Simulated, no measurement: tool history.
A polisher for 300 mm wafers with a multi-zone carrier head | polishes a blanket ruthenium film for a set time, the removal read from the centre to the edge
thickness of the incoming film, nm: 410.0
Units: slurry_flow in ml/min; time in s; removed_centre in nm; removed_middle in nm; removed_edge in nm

run  hour  slurry_flow  centre_zone  middle_zone  edge_zone  time  removed_centre  removed_middle  removed_edge
  1     0          320            1            1          1    71          105.07          106.94        109.29
  2   2.2          260            1            1          1    71          104.95          106.37         104.9
  3   7.5          200            1            1          1    71           96.67          102.62        100.74
  4  14.6          200            1            1       0.95    71          99.395          100.14        98.788
  5  23.5          200            1         0.95       0.95    71          95.932          96.974        98.726
  6  25.5          200         0.92         0.95       0.95    71          92.499          96.024        99.656

Forecast run 7:
  7    31          240         0.96         0.98       0.96    71               ?               ?             ?

removed_centre: 99.124 nm
removed_middle: 100.84 nm
removed_edge: 100.35 nm

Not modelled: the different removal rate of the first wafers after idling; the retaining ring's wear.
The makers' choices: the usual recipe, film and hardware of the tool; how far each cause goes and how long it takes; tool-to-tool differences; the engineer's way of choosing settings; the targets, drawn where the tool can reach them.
